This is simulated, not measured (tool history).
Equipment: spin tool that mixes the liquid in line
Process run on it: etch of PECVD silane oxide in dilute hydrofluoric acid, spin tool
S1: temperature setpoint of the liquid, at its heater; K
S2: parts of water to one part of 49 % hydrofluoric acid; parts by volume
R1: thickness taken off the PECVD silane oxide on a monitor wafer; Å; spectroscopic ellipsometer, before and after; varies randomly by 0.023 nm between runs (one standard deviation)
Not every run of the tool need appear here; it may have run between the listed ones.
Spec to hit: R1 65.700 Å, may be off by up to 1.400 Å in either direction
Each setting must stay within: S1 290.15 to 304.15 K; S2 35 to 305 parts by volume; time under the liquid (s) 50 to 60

Run 1, hour 0.0: S1 296.15 K, S2 170 parts by volume, time under the liquid (s) 60. Result: R1 56.652 Å.
Run 2, hour 8.9: S1 296.15 K, S2 170 parts by volume, time under the liquid (s) 60. Result: R1 56.490 Å.
Run 3, hour 13.2: S1 297.15 K, S2 170 parts by volume, time under the liquid (s) 60. Result: R1 58.991 Å.
Run 4, hour 16.2: S1 297.15 K, S2 170 parts by volume, time under the liquid (s) 60. Result: R1 59.009 Å.
Run 5, hour 21.8: S1 297.15 K, S2 170 parts by volume, time under the liquid (s) 60. Result: R1 58.718 Å.
Run 6, hour 28.6: S1 297.15 K, S2 140 parts by volume, time under the liquid (s) 60. Result: R1 73.887 Å.
Run 7, hour 36.3: S1 296.15 K, S2 140 parts by volume, time under the liquid (s) 60. Result: R1 71.364 Å.
Run 8, hour 37.8: S1 296.15 K, S2 140 parts by volume, time under the liquid (s) 60. Result: R1 71.111 Å.
Run 9, hour 44.4: S1 295.65 K, S2 140 parts by volume, time under the liquid (s) 60. Result: R1 69.400 Å.
Run 10, hour 52.6: S1 295.15 K, S2 140 parts by volume, time under the liquid (s) 60. Result: R1 68.347 Å.

4 next moves are on the table. One of them brings every result within its allowed miss. Which?
Run A, hour 60.8: S1 294.15 K, S2 135 parts by volume, time under the liquid (s) 55. Result: R1 ?.
Run B, hour 60.8: S1 292.15 K, S2 120 parts by volume, time under the liquid (s) 60. Result: R1 ?.
Run C, hour 60.8: S1 296.15 K, S2 135 parts by volume, time under the liquid (s) 50. Result: R1 ?.
Run D, hour 60.8: S1 296.65 K, S2 130 parts by volume, time under the liquid (s) 50. Result: R1 ?.

move      R1
   A  62.722
   B  72.160
   C  61.695
   D  65.705
A: moves the result that the last run missed by most past its target, out the other side
B: moves away from the targets compared with the last run
C: moves the result that the last run missed by most past its target, out the other side
D: all results in spec
The move that meets every target is D.
